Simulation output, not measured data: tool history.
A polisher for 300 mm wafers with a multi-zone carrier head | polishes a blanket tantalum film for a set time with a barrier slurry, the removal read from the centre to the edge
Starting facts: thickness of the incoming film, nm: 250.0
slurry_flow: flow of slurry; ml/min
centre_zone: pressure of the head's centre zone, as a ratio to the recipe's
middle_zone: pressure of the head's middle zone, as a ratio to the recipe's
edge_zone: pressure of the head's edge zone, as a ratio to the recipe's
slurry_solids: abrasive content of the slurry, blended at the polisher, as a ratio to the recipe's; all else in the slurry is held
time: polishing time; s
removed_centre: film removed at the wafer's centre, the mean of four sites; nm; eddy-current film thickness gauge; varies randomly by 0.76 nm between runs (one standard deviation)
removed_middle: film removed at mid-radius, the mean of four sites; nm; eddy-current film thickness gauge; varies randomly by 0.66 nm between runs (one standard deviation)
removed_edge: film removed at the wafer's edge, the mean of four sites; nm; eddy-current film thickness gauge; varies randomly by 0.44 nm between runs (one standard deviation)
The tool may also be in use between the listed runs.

{"run": 1, "hour": 0.0, "slurry_flow": 230, "centre_zone": 1.0, "middle_zone": 1.0, "edge_zone": 1.0, "slurry_solids": 1.0, "time": 38, "removed_centre": 83.101, "removed_middle": 80.3, "removed_edge": 82.087}
{"run": 2, "hour": 4.5, "slurry_flow": 225, "centre_zone": 0.98, "middle_zone": 0.99, "edge_zone": 0.95, "slurry_solids": 0.85, "time": 38, "removed_centre": 75.517, "removed_middle": 74.152, "removed_edge": 75.827}
{"run": 3, "hour": 7.7, "slurry_flow": 225, "centre_zone": 1.01, "middle_zone": 0.99, "edge_zone": 0.95, "slurry_solids": 0.85, "time": 38, "removed_centre": 77.64, "removed_middle": 73.865, "removed_edge": 75.897}
{"run": 4, "hour": 15.7, "slurry_flow": 220, "centre_zone": 1.0, "middle_zone": 0.99, "edge_zone": 0.91, "slurry_solids": 0.75, "time": 38, "removed_centre": 69.596, "removed_middle": 68.875, "removed_edge": 69.701}
{"run": 5, "hour": 18.3, "slurry_flow": 220, "centre_zone": 1.0, "middle_zone": 0.99, "edge_zone": 0.91, "slurry_solids": 0.75, "time": 33, "removed_centre": 63.129, "removed_middle": 60.071, "removed_edge": 60.026}
{"run": 6, "hour": 19.3, "slurry_flow": 235, "centre_zone": 0.99, "middle_zone": 1.0, "edge_zone": 0.92, "slurry_solids": 0.75, "time": 33, "removed_centre": 62.508, "removed_middle": 60.485, "removed_edge": 60.502}
{"run": 7, "hour": 27.3, "slurry_flow": 235, "centre_zone": 0.99, "middle_zone": 1.01, "edge_zone": 0.94, "slurry_solids": 0.75, "time": 33, "removed_centre": 61.505, "removed_middle": 63.063, "removed_edge": 60.956}

Expected results for the next run?
{"run": 8, "hour": 33.9, "slurry_flow": 240, "centre_zone": 1.0, "middle_zone": 1.01, "edge_zone": 0.96, "slurry_solids": 0.75, "time": 33, "removed_centre": "?", "removed_middle": "?", "removed_edge": "?"}

Logged for run 8: removed_centre 62.633 nm, removed_middle 61.963 nm, removed_edge 62.010 nm.

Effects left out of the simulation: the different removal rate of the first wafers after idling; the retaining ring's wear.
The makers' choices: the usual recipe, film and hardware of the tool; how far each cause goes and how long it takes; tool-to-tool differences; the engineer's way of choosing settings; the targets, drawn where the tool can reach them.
